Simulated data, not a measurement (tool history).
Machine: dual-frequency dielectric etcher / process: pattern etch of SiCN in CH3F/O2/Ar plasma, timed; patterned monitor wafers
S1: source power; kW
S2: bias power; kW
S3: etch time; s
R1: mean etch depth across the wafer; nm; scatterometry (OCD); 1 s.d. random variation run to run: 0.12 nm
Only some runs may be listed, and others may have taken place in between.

run,hour,S1,S2,S3,R1
1,0,0.36,0.097,69.5,27.838
2,1.8,0.39,0.101,69.5,29.287
3,8.3,0.37,0.101,69.5,28.602
4,14,0.4,0.103,69.5,29.818
5,17.3,0.42,0.105,69.5,30.757
6,24.5,0.45,0.105,69.5,31.64

Forecast run 7:
7,29.4,0.46,0.106,69.5,?

R1: 32.028 nm
